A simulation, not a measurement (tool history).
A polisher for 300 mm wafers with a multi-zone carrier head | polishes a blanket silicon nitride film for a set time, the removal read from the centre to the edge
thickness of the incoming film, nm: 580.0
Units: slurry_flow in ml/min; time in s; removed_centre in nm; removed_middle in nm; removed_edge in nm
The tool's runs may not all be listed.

run,day,slurry_flow,centre_zone,middle_zone,edge_zone,time,removed_centre,removed_middle,removed_edge
1,0,235,1,1,1,65,132.06,131.97,130.59
2,0.121,235,1,1,1.08,65,129.07,133,134.77
3,0.329,235,1.05,1,1.08,65,136.12,133.22,135.36
4,0.575,185,1.05,1,1.08,65,132.28,126.21,133.35
5,0.604,185,1.05,1,1.12,65,130.42,126.33,134.17
6,0.838,205,1.07,1.03,1.08,57,121.46,116.71,116.14

Run 7 comes next. What will it give?
7,1.121,210,1.07,1.04,1.05,52,?,?,?

removed_centre: 110.58 nm
removed_middle: 106.6 nm
removed_edge: 105.86 nm

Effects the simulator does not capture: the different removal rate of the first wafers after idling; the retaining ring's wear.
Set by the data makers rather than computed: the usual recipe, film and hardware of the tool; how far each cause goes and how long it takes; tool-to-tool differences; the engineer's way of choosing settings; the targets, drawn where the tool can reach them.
